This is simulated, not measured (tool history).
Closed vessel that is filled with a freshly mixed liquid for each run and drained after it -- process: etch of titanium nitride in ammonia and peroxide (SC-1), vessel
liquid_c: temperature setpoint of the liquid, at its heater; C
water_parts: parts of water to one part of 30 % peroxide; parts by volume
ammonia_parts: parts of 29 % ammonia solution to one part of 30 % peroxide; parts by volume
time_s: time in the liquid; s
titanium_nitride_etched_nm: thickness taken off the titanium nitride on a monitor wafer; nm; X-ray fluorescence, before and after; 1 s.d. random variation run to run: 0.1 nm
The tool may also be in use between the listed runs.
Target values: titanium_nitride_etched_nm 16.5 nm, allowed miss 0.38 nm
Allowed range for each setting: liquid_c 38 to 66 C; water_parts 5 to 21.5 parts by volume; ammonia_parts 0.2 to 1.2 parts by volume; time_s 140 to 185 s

run  hour  liquid_c  water_parts  ammonia_parts  time_s  titanium_nitride_etched_nm
  1     0        50           12            0.7     185                      7.8553
  2   3.5        50           12            0.9     185                      8.1762
  3   9.7        52           12            0.9     185                      9.4563
  4  16.5      53.5           12            0.9     185                      10.476
  5  20.7        47           12            0.9     185                      6.6511
  6  27.9      49.5           12            0.9     185                      7.9242
  7  28.9      51.5           12            0.9     185                       9.073
  8  36.1        53           12            0.9     185                      10.131
  9  38.4      54.5           12            0.9     185                      11.199
 10  45.9      55.5           12            0.9     185                      11.956
 11    52      56.5           12            0.9     185                       12.86
 12  55.8        57           12            0.9     185                      13.235
 13  58.7      57.5           12            0.9     185                      13.519
 14  65.5        58           12            0.9     185                      14.166
 15  69.1        58           12            0.9     185                      14.303

Exercise: of the 5 proposed moves below, exactly one satisfies all targets within the stated allowed misses. Which move is it?
  A  72.7      63.5           16           0.95     185                           ?
  B  72.7      61.5         13.5           1.15     175                           ?
  C  72.7        55         12.5              1     185                           ?
  D  72.7      59.5         11.5           0.85     180                           ?
  E  72.7      58.5           11            1.1     180                           ?

move  titanium_nitride_etched_nm
   A                      17.374
   B                      16.292
   C                      11.398
   D                      15.227
   E                      15.181
A: carries the result that was furthest off beyond its target, to the other side
B: all results in spec
C: moves away from the targets compared with the last run
D: an improvement on the last run, though not all results are within tolerance
E: an improvement on the last run, though not all results are within tolerance
Go with B: it meets all targets.
